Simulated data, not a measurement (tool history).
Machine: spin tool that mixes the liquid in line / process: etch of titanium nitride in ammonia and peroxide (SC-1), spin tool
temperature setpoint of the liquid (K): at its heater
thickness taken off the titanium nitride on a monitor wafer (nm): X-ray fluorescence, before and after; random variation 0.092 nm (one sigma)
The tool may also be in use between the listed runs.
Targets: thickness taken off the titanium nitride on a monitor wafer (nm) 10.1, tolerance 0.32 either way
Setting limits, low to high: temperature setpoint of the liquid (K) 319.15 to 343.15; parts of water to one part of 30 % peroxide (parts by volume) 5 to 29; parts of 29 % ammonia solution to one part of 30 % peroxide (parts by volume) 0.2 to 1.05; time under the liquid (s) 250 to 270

run,hour,temperature setpoint of the liquid (K),parts of water to one part of 30 % peroxide (parts by volume),parts of 29 % ammonia solution to one part of 30 % peroxide (parts by volume),time under the liquid (s),thickness taken off the titanium nitride on a monitor wafer (nm)
1,0,335.15,16,0.55,250,15.031
2,2.9,334.15,16,0.55,250,14.211
3,3.7,334.15,16,0.75,250,14.862
4,12.2,337.65,16,0.75,250,18.71
5,19.4,336.15,16,0.75,250,17.178
6,23.1,334.65,16,0.75,250,15.529
7,29.4,333.65,16,0.75,250,14.514
8,31.5,327.15,16,0.75,250,9.2204

Which single option among these 4 for the next run brings every result within its allowed miss of target? Just one does.
A,33.6,328.15,13,0.7,250,?
B,33.6,327.15,12.5,0.8,250,?
C,33.6,328.65,16.5,1.05,250,?
D,33.6,328.15,17.5,0.75,265,?

move,thickness taken off the titanium nitride on a monitor wafer (nm)
A,11.179
B,10.908
C,10.906
D,10.219
A: takes the biggest miss from the last run beyond its target
B: takes the biggest miss from the last run beyond its target
C: takes the biggest miss from the last run beyond its target
D: all results in spec
The right move is D.
